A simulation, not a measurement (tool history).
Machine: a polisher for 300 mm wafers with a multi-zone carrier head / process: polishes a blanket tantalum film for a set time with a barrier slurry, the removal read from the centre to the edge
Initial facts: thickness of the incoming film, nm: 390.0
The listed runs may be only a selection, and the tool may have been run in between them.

| run | day | flow of slurry (ml/min) | pressure of the head's centre zone | pressure of the head's middle zone | pressure of the head's edge zone | abrasive content of the slurry | polishing time (s) | film removed at the wafer's centre (Å) | film removed at mid-radius (Å) | film removed at the wafer's edge (Å) |
|---|---|---|---|---|---|---|---|---|---|---|
| 1 | 0.000 | 320 | 1.00 | 1.00 | 1.00 | 1.00 | 40 | 962.66 | 964.49 | 885.25 |
| 2 | 0.279 | 270 | 1.00 | 1.00 | 1.00 | 1.00 | 40 | 925.49 | 933.01 | 864.13 |
| 3 | 0.433 | 280 | 1.00 | 1.00 | 1.02 | 1.05 | 40 | 957.31 | 951.05 | 927.02 |
| 4 | 0.567 | 290 | 1.00 | 1.01 | 1.03 | 1.05 | 40 | 986.80 | 980.66 | 933.35 |
| 5 | 0.604 | 290 | 1.08 | 1.01 | 1.03 | 1.05 | 40 | 1063.90 | 951.53 | 909.79 |
| 6 | 0.754 | 350 | 1.08 | 1.01 | 1.03 | 1.05 | 40 | 1073.80 | 980.10 | 914.37 |
| 7 | 0.992 | 350 | 1.07 | 1.02 | 1.04 | 1.05 | 40 | 1049.70 | 983.17 | 917.73 |
| 8 | 1.221 | 350 | 1.06 | 1.03 | 1.05 | 1.05 | 40 | 1048.90 | 995.52 | 927.19 |
| 9 | 1.579 | 350 | 1.05 | 1.03 | 1.06 | 1.05 | 40 | 1051.00 | 996.47 | 922.54 |
| 10 | 1.854 | 345 | 1.04 | 1.03 | 1.07 | 1.10 | 40 | 1030.60 | 1013.50 | 955.03 |
| 11 | 2.008 | 345 | 1.04 | 1.03 | 1.08 | 1.10 | 40 | 1034.00 | 992.83 | 942.73 |
| 12 | 2.358 | 340 | 1.03 | 1.03 | 1.09 | 1.15 | 40 | 1022.80 | 1029.10 | 972.81 |

Run 13 is up next; what results do you expect?
|  | 2.654 | edge zone pressure recalibrated |
| 13 | 2.654 | 340 | 1.03 | 1.01 | 1.19 | 1.30 | 41 | ? | ? | ? |

{"run 13": {"film removed at the wafer's centre (Å)": 1065.2, "film removed at mid-radius (Å)": 1061.5, "film removed at the wafer's edge (Å)": 1114.3}}
